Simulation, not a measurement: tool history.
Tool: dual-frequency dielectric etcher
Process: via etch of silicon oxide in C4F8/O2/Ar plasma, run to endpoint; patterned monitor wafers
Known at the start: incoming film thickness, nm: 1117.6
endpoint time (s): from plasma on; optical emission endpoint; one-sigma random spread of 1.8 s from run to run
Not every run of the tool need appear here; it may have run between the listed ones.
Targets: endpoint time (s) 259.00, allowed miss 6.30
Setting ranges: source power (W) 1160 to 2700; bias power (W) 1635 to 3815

{"run": 1, "hour": 0.0, "source power (W)": 1930, "bias power (W)": 2725, "endpoint time (s)": 225.92}
{"run": 2, "hour": 7.9, "source power (W)": 1930, "bias power (W)": 2531, "endpoint time (s)": 234.67}
{"run": 3, "hour": 13.9, "source power (W)": 1860, "bias power (W)": 2505, "endpoint time (s)": 236.93}
{"run": 4, "hour": 16.5, "source power (W)": 2060, "bias power (W)": 2505, "endpoint time (s)": 229.1}
{"run": 5, "hour": 24.1, "source power (W)": 1970, "bias power (W)": 2461, "endpoint time (s)": 233.13}
{"run": 6, "hour": 28.1, "source power (W)": 2220, "bias power (W)": 2461, "endpoint time (s)": 224.13}
{"run": 7, "hour": 35.6, "source power (W)": 2110, "bias power (W)": 2403, "endpoint time (s)": 230.22}
{"run": 8, "hour": 36.8, "source power (W)": 2020, "bias power (W)": 2358, "endpoint time (s)": 235.76}
{"hour": 41.3, "done": "bias power generator calibrated"}
{"run": 9, "hour": 41.3, "source power (W)": 1950, "bias power (W)": 2325, "endpoint time (s)": 246.06}
{"run": 10, "hour": 49.1, "source power (W)": 1920, "bias power (W)": 2318, "endpoint time (s)": 245.34}
{"run": 11, "hour": 50.6, "source power (W)": 1880, "bias power (W)": 2308, "endpoint time (s)": 245.72}
{"run": 12, "hour": 57.1, "source power (W)": 1840, "bias power (W)": 2294, "endpoint time (s)": 247.64}
{"run": 13, "hour": 65.7, "source power (W)": 1810, "bias power (W)": 2281, "endpoint time (s)": 254.52}
{"run": 14, "hour": 74.4, "source power (W)": 1800, "bias power (W)": 2278, "endpoint time (s)": 250.95}

Exactly one of the 4 candidate moves below puts every result within its allowed miss. Which one?
{"run": "A", "hour": 83.1, "source power (W)": 1810, "bias power (W)": 2389, "endpoint time (s)": "?"}
{"run": "B", "hour": 83.1, "source power (W)": 1160, "bias power (W)": 3080, "endpoint time (s)": "?"}
{"run": "C", "hour": 83.1, "source power (W)": 1970, "bias power (W)": 2377, "endpoint time (s)": "?"}
{"run": "D", "hour": 83.1, "source power (W)": 1590, "bias power (W)": 2949, "endpoint time (s)": "?"}

move=A endpoint_time_(s)=246.49
move=B endpoint_time_(s)=256.74
move=C endpoint_time_(s)=239.84
move=D endpoint_time_(s)=236.02
A: the biggest miss grows against the last run
B: hits every target within its allowed miss
C: the biggest miss grows against the last run
D: the biggest miss grows against the last run
B meets every target.

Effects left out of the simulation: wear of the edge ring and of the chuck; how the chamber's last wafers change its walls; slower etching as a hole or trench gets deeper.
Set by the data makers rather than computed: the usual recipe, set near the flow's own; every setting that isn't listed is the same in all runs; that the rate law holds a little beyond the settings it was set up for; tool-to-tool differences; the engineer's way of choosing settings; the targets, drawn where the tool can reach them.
